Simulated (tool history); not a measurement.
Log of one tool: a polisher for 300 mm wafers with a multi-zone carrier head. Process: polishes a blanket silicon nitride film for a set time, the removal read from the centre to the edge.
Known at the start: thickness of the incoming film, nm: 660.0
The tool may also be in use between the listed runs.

run    day  flow of slurry (ml/min)  pressure of the head's centre zone  pressure of the head's middle zone  pressure of the head's edge zone  polishing time (s)  film removed at the wafer's centre (angstrom)  film removed at mid-radius (angstrom)  film removed at the wafer's edge (angstrom)
  1      0                      290                                   1                                   1                                 1                  80                                         1339.5                                 1452.3                                       1461.2
  2  0.033                      290                                   1                                1.05                                 1                  80                                         1337.4                                   1456                                       1441.8
  3  0.079                      290                                0.99                                1.05                              0.99                  78                                         1271.3                                 1444.1                                       1391.5
  4  0.433                      290                                0.99                                1.02                              0.99                  78                                         1270.4                                 1434.2                                       1412.3
  5  0.762                      290                                0.99                                 1.1                              0.99                  78                                         1296.4                                 1496.9                                       1371.4
  6  0.975                      290                                0.99                                 1.1                              0.99                  86                                         1382.3                                 1642.4                                       1560.9
  7  1.288                      290                                0.98                                1.09                              0.99                  83                                           1310                                 1591.2                                       1458.8
  8    1.5                      290                                0.98                                1.07                              0.99                  81                                         1323.6                                 1486.2                                       1465.3
  9  1.788                      290                                0.97                                1.08                              0.98                  79                                         1270.5                                 1500.1                                       1444.3
 10  1.892                      290                                0.97                                1.08                              0.98                  77                                         1247.2                                 1455.5                                         1405
 11  2.071                      290                                0.97                                1.08                              0.98                  75                                         1195.6                                 1438.4                                       1344.6

Run 12 comes next. What will it give?
 12  2.317                      290                                0.97                                1.07                              0.98                  74                                              ?                                      ?                                            ?

Run 12 gave film removed at the wafer's centre (angstrom) 1196.4, film removed at mid-radius (angstrom) 1380.4, film removed at the wafer's edge (angstrom) 1323.1.
